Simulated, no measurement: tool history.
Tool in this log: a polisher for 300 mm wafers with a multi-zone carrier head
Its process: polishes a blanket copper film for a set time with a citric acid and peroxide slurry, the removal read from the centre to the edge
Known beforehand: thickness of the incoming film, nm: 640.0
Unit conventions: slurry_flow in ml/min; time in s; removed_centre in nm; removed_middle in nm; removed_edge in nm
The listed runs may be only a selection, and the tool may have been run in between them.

run	hour	slurry_flow	centre_zone	middle_zone	edge_zone	slurry_solids	time	removed_centre	removed_middle	removed_edge
1	0.0	170	1.00	1.00	1.00	1.00	42	94.826	90.193	85.933
2	5.4	195	1.00	1.00	1.00	1.00	42	96.020	92.069	88.412
3	12.4	195	1.00	1.00	1.04	1.00	42	95.602	92.320	88.767
4	14.8	175	1.01	0.98	1.00	0.85	36	78.437	73.489	71.747
5	17.6	175	1.01	0.98	1.00	1.00	36	83.422	76.336	74.718
6	22.4	160	1.01	0.96	0.96	0.85	33	71.695	64.711	64.256

What does the tool deliver on the next run?
7	29.6	150	1.01	0.95	0.92	0.75	32	?	?	?

{"run 7": {"removed_centre": 65.308, "removed_middle": 59.551, "removed_edge": 58.296}}
